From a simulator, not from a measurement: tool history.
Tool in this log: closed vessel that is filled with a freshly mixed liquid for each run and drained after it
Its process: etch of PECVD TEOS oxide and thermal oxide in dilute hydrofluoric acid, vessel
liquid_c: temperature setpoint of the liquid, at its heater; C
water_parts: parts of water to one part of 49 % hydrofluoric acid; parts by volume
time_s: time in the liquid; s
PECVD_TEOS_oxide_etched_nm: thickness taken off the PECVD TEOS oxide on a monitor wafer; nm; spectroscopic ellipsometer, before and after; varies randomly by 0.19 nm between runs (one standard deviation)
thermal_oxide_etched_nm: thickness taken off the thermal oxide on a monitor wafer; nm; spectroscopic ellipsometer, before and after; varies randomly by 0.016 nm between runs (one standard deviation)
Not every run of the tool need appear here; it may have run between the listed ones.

{"run": 1, "hour": 0.0, "liquid_c": 24, "water_parts": 65, "time_s": 95, "PECVD_TEOS_oxide_etched_nm": 37.405, "thermal_oxide_etched_nm": 7.4914}
{"run": 2, "hour": 3.4, "liquid_c": 24, "water_parts": 50, "time_s": 95, "PECVD_TEOS_oxide_etched_nm": 49.751, "thermal_oxide_etched_nm": 9.8667}
{"run": 3, "hour": 10.2, "liquid_c": 24, "water_parts": 60, "time_s": 95, "PECVD_TEOS_oxide_etched_nm": 40.345, "thermal_oxide_etched_nm": 8.2085}
{"run": 4, "hour": 13.0, "liquid_c": 24, "water_parts": 80, "time_s": 95, "PECVD_TEOS_oxide_etched_nm": 29.431, "thermal_oxide_etched_nm": 5.9834}
{"run": 5, "hour": 17.2, "liquid_c": 23, "water_parts": 80, "time_s": 95, "PECVD_TEOS_oxide_etched_nm": 28.791, "thermal_oxide_etched_nm": 5.7505}
{"run": 6, "hour": 24.1, "liquid_c": 25, "water_parts": 80, "time_s": 95, "PECVD_TEOS_oxide_etched_nm": 30.426, "thermal_oxide_etched_nm": 6.2341}
{"run": 7, "hour": 28.5, "liquid_c": 24, "water_parts": 80, "time_s": 95, "PECVD_TEOS_oxide_etched_nm": 29.809, "thermal_oxide_etched_nm": 5.9717}

What will run 8 give?
{"run": 8, "hour": 35.6, "liquid_c": 23.5, "water_parts": 80, "time_s": 95, "PECVD_TEOS_oxide_etched_nm": "?", "thermal_oxide_etched_nm": "?"}

PECVD_TEOS_oxide_etched_nm: 28.965 nm
thermal_oxide_etched_nm: 5.8387 nm

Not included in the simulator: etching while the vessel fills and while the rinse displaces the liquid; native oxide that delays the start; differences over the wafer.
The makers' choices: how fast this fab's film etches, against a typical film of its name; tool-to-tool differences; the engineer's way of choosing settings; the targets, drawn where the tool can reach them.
